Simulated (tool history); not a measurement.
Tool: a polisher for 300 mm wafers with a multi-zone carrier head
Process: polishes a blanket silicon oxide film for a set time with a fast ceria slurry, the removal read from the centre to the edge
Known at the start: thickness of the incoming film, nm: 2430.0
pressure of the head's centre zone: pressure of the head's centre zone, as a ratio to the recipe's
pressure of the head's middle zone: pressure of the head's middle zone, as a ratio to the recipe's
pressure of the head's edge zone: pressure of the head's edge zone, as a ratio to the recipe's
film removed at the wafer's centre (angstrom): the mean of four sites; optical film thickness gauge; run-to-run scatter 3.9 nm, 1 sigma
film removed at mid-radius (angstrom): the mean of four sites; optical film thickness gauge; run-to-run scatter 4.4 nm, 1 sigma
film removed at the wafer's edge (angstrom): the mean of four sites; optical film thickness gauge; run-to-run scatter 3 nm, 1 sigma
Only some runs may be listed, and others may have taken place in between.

run,day,flow of slurry (ml/min),pressure of the head's centre zone,pressure of the head's middle zone,pressure of the head's edge zone,polishing time (s),film removed at the wafer's centre (angstrom),film removed at mid-radius (angstrom),film removed at the wafer's edge (angstrom)
1,0.000,210,1.00,1.00,1.00,69,6964.7,7048.7,6898.6
2,0.050,210,1.06,1.00,1.00,69,7297.7,7044.3,6856.2
3,0.292,210,1.06,1.00,1.03,69,7335.7,7038.6,6875.6
4,0.633,210,1.06,1.04,1.03,69,7263.9,7378.2,7004.7
5,0.817,210,1.06,1.07,1.03,69,7461.6,7443.0,6917.4
6,1.146,210,1.06,1.07,1.03,84,8996.4,9019.0,8433.0
7,1.479,200,1.04,1.01,0.99,71,7383.8,7317.1,7015.4
8,1.712,175,1.00,0.91,0.90,52,5160.0,4928.6,4835.6
9,1.750,165,0.98,0.88,0.88,52,4947.3,4797.6,4816.6
10,2.083,160,0.98,0.86,0.86,51,4806.1,4557.0,4594.2
11,2.142,155,0.98,0.85,0.86,51,4926.2,4475.7,4604.6

Run 12 has not been measured yet. What should we expect?
12,2.492,150,0.97,0.85,0.85,51,?,?,?

Run 12 gave film removed at the wafer's centre (angstrom) 4824.8, film removed at mid-radius (angstrom) 4523.7, film removed at the wafer's edge (angstrom) 4541.9.
